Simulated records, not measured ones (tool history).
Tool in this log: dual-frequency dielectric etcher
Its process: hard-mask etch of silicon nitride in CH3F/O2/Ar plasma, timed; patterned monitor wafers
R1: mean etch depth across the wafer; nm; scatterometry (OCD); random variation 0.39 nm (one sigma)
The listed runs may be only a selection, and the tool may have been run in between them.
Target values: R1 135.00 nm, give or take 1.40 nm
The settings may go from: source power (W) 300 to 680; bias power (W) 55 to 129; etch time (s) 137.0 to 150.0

{"run": 1, "day": 0.0, "source power (W)": 490, "bias power (W)": 92, "etch time (s)": 150.0, "R1": 128.56}
{"run": 2, "day": 0.046, "source power (W)": 490, "bias power (W)": 92, "etch time (s)": 150.0, "R1": 128.37}
{"run": 3, "day": 0.208, "source power (W)": 490, "bias power (W)": 92, "etch time (s)": 137.0, "R1": 116.94}
{"run": 4, "day": 0.488, "source power (W)": 490, "bias power (W)": 76, "etch time (s)": 137.0, "R1": 109.91}
{"run": 5, "day": 0.558, "source power (W)": 490, "bias power (W)": 88, "etch time (s)": 137.0, "R1": 115.01}
{"run": 6, "day": 0.875, "source power (W)": 460, "bias power (W)": 88, "etch time (s)": 137.0, "R1": 111.62}
{"run": 7, "day": 0.896, "source power (W)": 480, "bias power (W)": 88, "etch time (s)": 137.0, "R1": 113.74}
{"run": 8, "day": 1.071, "source power (W)": 580, "bias power (W)": 92, "etch time (s)": 137.0, "R1": 129.45}
{"run": 9, "day": 1.412, "source power (W)": 600, "bias power (W)": 92, "etch time (s)": 137.0, "R1": 131.97}
{"run": 10, "day": 1.542, "source power (W)": 610, "bias power (W)": 92, "etch time (s)": 137.0, "R1": 132.54}

Below are 5 possible settings for the next run. Only one of them brings all results inside the allowed miss of their targets. Which is it?
{"run": "A", "day": 1.671, "source power (W)": 680, "bias power (W)": 71, "etch time (s)": 143.5, "R1": "?"}
{"run": "B", "day": 1.671, "source power (W)": 600, "bias power (W)": 90, "etch time (s)": 138.5, "R1": "?"}
{"run": "C", "day": 1.671, "source power (W)": 670, "bias power (W)": 67, "etch time (s)": 141.0, "R1": "?"}
{"run": "D", "day": 1.671, "source power (W)": 620, "bias power (W)": 83, "etch time (s)": 137.0, "R1": "?"}
{"run": "E", "day": 1.671, "source power (W)": 680, "bias power (W)": 57, "etch time (s)": 145.5, "R1": "?"}

move=A R1=135.56
move=B R1=132.53
move=C R1=129.69
move=D R1=129.77
move=E R1=128.21
A: every result within its allowed miss
B: no nearer and no further than the last run
C: its largest miss is bigger than the last run's
D: its largest miss is bigger than the last run's
E: its largest miss is bigger than the last run's
The right move is A.
